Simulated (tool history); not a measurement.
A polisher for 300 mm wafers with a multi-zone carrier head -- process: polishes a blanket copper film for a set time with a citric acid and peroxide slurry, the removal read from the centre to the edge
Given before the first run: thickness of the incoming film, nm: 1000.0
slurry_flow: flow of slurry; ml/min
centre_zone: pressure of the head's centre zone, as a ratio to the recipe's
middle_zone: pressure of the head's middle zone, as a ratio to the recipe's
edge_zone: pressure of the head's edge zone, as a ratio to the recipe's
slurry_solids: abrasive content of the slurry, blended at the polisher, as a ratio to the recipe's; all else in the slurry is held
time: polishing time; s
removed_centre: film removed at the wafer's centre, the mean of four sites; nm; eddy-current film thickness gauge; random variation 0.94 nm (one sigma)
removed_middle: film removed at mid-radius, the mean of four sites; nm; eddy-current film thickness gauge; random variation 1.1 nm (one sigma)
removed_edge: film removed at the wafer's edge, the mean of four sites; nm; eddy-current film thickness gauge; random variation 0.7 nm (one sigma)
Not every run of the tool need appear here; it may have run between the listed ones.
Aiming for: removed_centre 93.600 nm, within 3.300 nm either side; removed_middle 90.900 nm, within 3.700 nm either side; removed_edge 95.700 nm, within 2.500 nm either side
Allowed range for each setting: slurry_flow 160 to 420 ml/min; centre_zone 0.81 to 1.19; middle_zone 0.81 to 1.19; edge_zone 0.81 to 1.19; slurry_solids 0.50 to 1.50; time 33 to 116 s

| run | hour | slurry_flow | centre_zone | middle_zone | edge_zone | slurry_solids | time | removed_centre | removed_middle | removed_edge |
|---|---|---|---|---|---|---|---|---|---|---|
| 1 | 0.0 | 270 | 1.00 | 1.00 | 1.00 | 1.00 | 74 | 179.800 | 189.810 | 181.180 |
| 2 | 1.1 | 270 | 1.05 | 1.00 | 1.00 | 1.00 | 74 | 189.210 | 189.840 | 182.830 |
| 3 | 5.9 | 270 | 1.05 | 1.00 | 0.92 | 1.00 | 74 | 189.380 | 186.280 | 178.270 |
| 4 | 10.5 | 270 | 1.05 | 1.07 | 0.92 | 1.00 | 74 | 189.000 | 199.090 | 176.080 |
| 5 | 14.7 | 270 | 1.05 | 1.07 | 0.84 | 1.00 | 74 | 190.350 | 197.720 | 171.750 |
| 6 | 19.2 | 270 | 1.05 | 1.02 | 0.84 | 1.00 | 74 | 187.700 | 191.910 | 174.040 |
| 7 | 25.0 | 260 | 1.04 | 0.97 | 0.85 | 0.85 | 62 | 149.960 | 148.550 | 138.380 |
| 8 | 26.6 | 245 | 1.01 | 0.92 | 0.87 | 0.75 | 56 | 128.710 | 125.410 | 119.680 |
| 9 | 35.4 | 230 | 0.98 | 0.89 | 0.91 | 0.70 | 53 | 114.670 | 113.150 | 114.210 |
| 10 | 42.4 | 220 | 0.97 | 0.87 | 0.90 | 0.65 | 51 | 106.710 | 103.830 | 106.660 |
|  | 51.3 | slurry nozzle cleaned |
| 11 | 51.3 | 210 | 0.96 | 0.85 | 0.88 | 0.60 | 51 | 107.970 | 103.400 | 107.580 |
| 12 | 54.4 | 210 | 0.95 | 0.84 | 0.88 | 0.55 | 49 | 100.600 | 97.088 | 101.070 |
| 13 | 56.2 | 210 | 0.94 | 0.83 | 0.87 | 0.55 | 48 | 97.499 | 93.012 | 99.690 |
| 14 | 64.7 | 210 | 0.94 | 0.83 | 0.86 | 0.55 | 48 | 98.863 | 93.238 | 97.430 |

Below are 5 possible settings for the next run. Only one of them brings all results inside the allowed miss of their targets. Which is it?
| A | 73.2 | 250 | 1.02 | 0.86 | 0.85 | 0.50 | 48 | ? | ? | ? |
| B | 73.2 | 210 | 1.04 | 0.90 | 0.89 | 0.65 | 45 | ? | ? | ? |
| C | 73.2 | 235 | 0.84 | 0.86 | 0.88 | 0.65 | 45 | ? | ? | ? |
| D | 73.2 | 240 | 1.06 | 0.83 | 0.81 | 0.50 | 48 | ? | ? | ? |
| E | 73.2 | 200 | 0.93 | 0.83 | 0.86 | 0.50 | 48 | ? | ? | ? |

| move | removed_centre | removed_middle | removed_edge |
|---|---|---|---|
| A | 106.710 | 94.957 | 97.116 |
| B | 106.080 | 96.130 | 96.803 |
| C | 88.320 | 94.067 | 97.356 |
| D | 110.070 | 92.069 | 95.389 |
| E | 95.455 | 90.353 | 95.816 |
A: the biggest miss grows against the last run
B: the biggest miss grows against the last run
C: takes the biggest miss from the last run beyond its target
D: the biggest miss grows against the last run
E: meets every target
So the answer is move E, the one that meets all the targets.

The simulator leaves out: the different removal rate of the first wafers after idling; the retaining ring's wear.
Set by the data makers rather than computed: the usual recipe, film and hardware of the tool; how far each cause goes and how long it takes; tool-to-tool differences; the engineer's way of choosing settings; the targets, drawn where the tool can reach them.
